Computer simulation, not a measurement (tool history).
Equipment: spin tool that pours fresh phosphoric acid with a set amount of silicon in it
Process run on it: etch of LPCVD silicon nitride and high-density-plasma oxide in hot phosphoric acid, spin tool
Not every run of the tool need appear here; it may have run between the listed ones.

run  hour  temperature setpoint of the liquid (C)  silicon dissolved in the acid as it is poured (mg a litre)  time under the liquid (s)  thickness taken off the LPCVD silicon nitride on a monitor wafer (nm)  thickness taken off the high-density-plasma oxide on a monitor wafer (nm)
  1     0                                     159                                                          12                        180                                                                 16.787                                                                      0.329
  2   5.1                                     159                                                        16.5                        180                                                                 16.798                                                                    0.21597
  3   9.6                                     159                                                        16.5                        220                                                                 20.701                                                                    0.24966
  4  18.3                                   158.5                                                        16.5                        190                                                                  17.54                                                                    0.24595
  5  22.7                                   158.5                                                        22.5                        190                                                                 17.421                                                                    0.23334
  6  28.2                                   158.5                                                        22.5                        250                                                                 22.959                                                                    0.27838

Run 7, settings as shown, results not yet in. Your forecast:
  7  33.5                                   156.5                                                          21                        160                                                                      ?                                                                          ?

thickness taken off the LPCVD silicon nitride on a monitor wafer (nm): 13.82
thickness taken off the high-density-plasma oxide on a monitor wafer (nm): 0.16245
